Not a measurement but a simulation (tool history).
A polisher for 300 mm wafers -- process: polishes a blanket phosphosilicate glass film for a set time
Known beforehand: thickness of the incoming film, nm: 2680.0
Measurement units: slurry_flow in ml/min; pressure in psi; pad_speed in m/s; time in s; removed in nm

run    day  slurry_flow  pressure  pad_speed  slurry_solids  time  removed
  1  0.000          240       3.2       1.26            1.0    42   495.76
  2  0.117          240       3.9       1.26            1.0    42   567.98
  3  0.238          245       4.2       1.26            1.0    42   604.27
  4  0.425          245       4.5       1.26            1.0    42   639.39
  5  0.696          245       4.6       1.28            1.0    42   644.50
  6  0.758          245       4.6       1.28            1.1    42   679.14
  7  0.921          245       4.7       1.28            1.1    42   684.96

The next listed run, before its measurement:
  8  1.062          245       4.8       1.28            1.1    42        ?

Logged for run 8: removed 695.86 nm.
